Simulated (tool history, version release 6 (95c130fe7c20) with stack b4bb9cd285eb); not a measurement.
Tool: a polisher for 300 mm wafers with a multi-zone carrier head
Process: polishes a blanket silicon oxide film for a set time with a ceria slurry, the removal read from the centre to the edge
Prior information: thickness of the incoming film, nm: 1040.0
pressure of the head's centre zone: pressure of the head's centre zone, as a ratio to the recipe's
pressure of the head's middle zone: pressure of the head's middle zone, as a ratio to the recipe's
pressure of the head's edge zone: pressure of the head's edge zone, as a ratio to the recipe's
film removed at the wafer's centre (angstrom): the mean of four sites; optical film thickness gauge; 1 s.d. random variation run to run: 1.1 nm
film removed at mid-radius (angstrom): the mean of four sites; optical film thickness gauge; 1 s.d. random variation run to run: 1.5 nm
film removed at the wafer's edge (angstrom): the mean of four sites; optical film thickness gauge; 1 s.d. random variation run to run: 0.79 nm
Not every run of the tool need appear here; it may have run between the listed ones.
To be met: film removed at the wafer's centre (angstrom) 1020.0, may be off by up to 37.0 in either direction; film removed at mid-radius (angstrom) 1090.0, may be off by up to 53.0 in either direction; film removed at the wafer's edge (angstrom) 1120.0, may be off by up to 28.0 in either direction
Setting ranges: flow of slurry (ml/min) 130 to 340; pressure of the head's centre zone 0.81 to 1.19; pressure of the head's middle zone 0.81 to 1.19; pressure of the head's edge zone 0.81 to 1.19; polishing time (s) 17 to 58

run	hour	flow of slurry (ml/min)	pressure of the head's centre zone	pressure of the head's middle zone	pressure of the head's edge zone	polishing time (s)	film removed at the wafer's centre (angstrom)	film removed at mid-radius (angstrom)	film removed at the wafer's edge (angstrom)
1	0.0	220	1.00	1.00	1.00	37	1515.7	1514.4	1549.3
2	6.4	215	0.97	0.98	0.97	35	1384.8	1429.0	1475.3
3	11.4	210	0.97	0.98	0.96	33	1306.7	1306.4	1357.7
4	19.9	250	0.97	0.98	0.96	33	1301.5	1332.5	1389.4
5	23.9	245	0.96	0.98	0.93	32	1250.6	1314.3	1302.3
6	32.8	245	0.96	1.04	0.93	32	1248.0	1351.5	1298.9
7	40.5	240	0.94	1.01	0.91	31	1194.2	1268.6	1252.9
8	43.5	235	0.92	1.00	0.89	30	1144.9	1255.6	1201.2
9	47.6	235	0.91	0.97	0.89	29	1083.4	1174.1	1176.0
10	51.4	235	0.90	0.96	0.88	29	1067.2	1134.0	1140.6
11	54.9	235	0.89	0.95	0.88	29	1046.1	1144.8	1154.6
12	56.2	235	0.89	0.94	0.87	29	1056.3	1155.1	1155.8

Next run, 4 choices. One meets every target within its allowed miss, the rest don't. Which?
A	57.5	285	0.88	0.92	0.88	28	?	?	?
B	57.5	220	0.92	0.98	0.87	30	?	?	?
C	57.5	220	0.93	0.98	0.84	27	?	?	?
D	57.5	200	0.83	1.05	0.81	28	?	?	?

move	film removed at the wafer's centre (angstrom)	film removed at mid-radius (angstrom)	film removed at the wafer's edge (angstrom)
A	1025.2	1099.5	1134.8
B	1120.5	1213.6	1187.9
C	1019.5	1092.3	1052.4
D	933.6	1190.6	1065.8
A: all results land within tolerance of their targets
B: moves away from the targets compared with the last run
C: takes the result that was furthest off past its target
D: takes the result that was furthest off past its target
Go with A: it meets all targets.

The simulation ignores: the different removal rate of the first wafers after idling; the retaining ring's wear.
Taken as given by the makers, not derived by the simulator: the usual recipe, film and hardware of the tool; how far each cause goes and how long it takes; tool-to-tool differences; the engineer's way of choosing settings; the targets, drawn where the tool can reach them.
